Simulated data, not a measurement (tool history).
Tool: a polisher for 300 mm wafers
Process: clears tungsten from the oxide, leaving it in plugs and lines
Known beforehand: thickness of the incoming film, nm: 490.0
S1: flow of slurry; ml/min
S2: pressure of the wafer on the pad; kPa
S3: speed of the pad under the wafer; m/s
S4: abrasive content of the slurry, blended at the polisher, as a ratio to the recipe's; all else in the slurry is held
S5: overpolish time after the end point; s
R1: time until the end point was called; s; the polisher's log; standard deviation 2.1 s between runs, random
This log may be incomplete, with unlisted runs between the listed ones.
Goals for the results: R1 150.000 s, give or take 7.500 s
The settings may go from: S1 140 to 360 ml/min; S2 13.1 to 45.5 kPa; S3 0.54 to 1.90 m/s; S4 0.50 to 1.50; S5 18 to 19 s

Run 1, day 0.000: S1 230 ml/min, S2 29.0 kPa, S3 1.22 m/s, S4 1.00, S5 18 s. Result: R1 90.186 s.
Run 2, day 0.375: S1 230 ml/min, S2 29.0 kPa, S3 1.22 m/s, S4 1.00, S5 19 s. Result: R1 88.745 s.
Run 3, day 0.546: S1 230 ml/min, S2 29.0 kPa, S3 1.42 m/s, S4 1.00, S5 19 s. Result: R1 79.135 s.
Run 4, day 0.904: S1 230 ml/min, S2 29.0 kPa, S3 1.42 m/s, S4 1.20, S5 19 s. Result: R1 72.480 s.
Run 5, day 0.950: S1 230 ml/min, S2 26.2 kPa, S3 1.38 m/s, S4 1.20, S5 19 s. Result: R1 84.497 s.
Run 6, day 1.029: S1 230 ml/min, S2 24.1 kPa, S3 1.36 m/s, S4 1.20, S5 19 s. Result: R1 92.981 s.
Run 7, day 1.117: S1 230 ml/min, S2 22.1 kPa, S3 1.34 m/s, S4 1.20, S5 19 s. Result: R1 101.340 s.
Run 8, day 1.233: S1 230 ml/min, S2 20.7 kPa, S3 1.32 m/s, S4 1.20, S5 19 s. Result: R1 110.340 s.
Run 9, day 1.529: S1 230 ml/min, S2 19.3 kPa, S3 1.32 m/s, S4 1.20, S5 19 s. Result: R1 113.830 s.

Exactly one of the 4 candidate moves below puts every result within its allowed miss. Which one?
Run A, day 1.825: S1 255 ml/min, S2 18.6 kPa, S3 1.20 m/s, S4 1.30, S5 19 s. Result: R1 ?.
Run B, day 1.825: S1 215 ml/min, S2 15.9 kPa, S3 1.22 m/s, S4 1.25, S5 18 s. Result: R1 ?.
Run C, day 1.825: S1 290 ml/min, S2 18.6 kPa, S3 1.30 m/s, S4 0.90, S5 19 s. Result: R1 ?.
Run D, day 1.825: S1 245 ml/min, S2 20.0 kPa, S3 1.06 m/s, S4 1.25, S5 18 s. Result: R1 ?.

move       R1
   A  128.310
   B  151.770
   C  128.420
   D  136.260
A: gains on the last run, yet a result remains outside its allowed miss
B: meets every target
C: gains on the last run, yet a result remains outside its allowed miss
D: gains on the last run, yet a result remains outside its allowed miss
So the answer is move B, the one that meets all the targets.
